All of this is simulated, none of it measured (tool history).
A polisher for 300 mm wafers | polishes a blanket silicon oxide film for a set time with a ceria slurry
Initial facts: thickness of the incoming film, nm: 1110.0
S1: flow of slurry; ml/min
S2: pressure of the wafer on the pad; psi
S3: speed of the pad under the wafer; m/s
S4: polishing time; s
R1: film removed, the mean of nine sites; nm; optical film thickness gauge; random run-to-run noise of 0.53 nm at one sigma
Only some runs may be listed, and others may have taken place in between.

run  hour   S1   S2    S3  S4       R1
  1   0.0  220  2.5  1.32  42  149.600
  2   5.9  215  2.2  1.30  42  128.970
  3   6.7  215  2.0  1.30  42  117.110
  4   9.6  210  1.8  1.30  42  105.140
  5  14.9  190  1.8  1.30  42  103.350
     23.2  -- slurry nozzle cleaned
  6  23.2  190  1.8  1.30  38  100.940
  7  30.2  190  1.7  1.30  38   95.866
  8  36.9  175  1.1  1.30  38   62.092
  9  43.2  175  1.1  1.30  38   63.214
 10  47.5  180  1.2  1.30  38   69.006
 11  49.9  190  1.2  1.30  38   69.052
 12  53.9  200  1.2  1.30  38   69.002

Run 13, settings as shown, results not yet in. Your forecast:
 13  62.0  205  1.2  1.30  38   ?

{"run 13": {"R1": 69.678}}

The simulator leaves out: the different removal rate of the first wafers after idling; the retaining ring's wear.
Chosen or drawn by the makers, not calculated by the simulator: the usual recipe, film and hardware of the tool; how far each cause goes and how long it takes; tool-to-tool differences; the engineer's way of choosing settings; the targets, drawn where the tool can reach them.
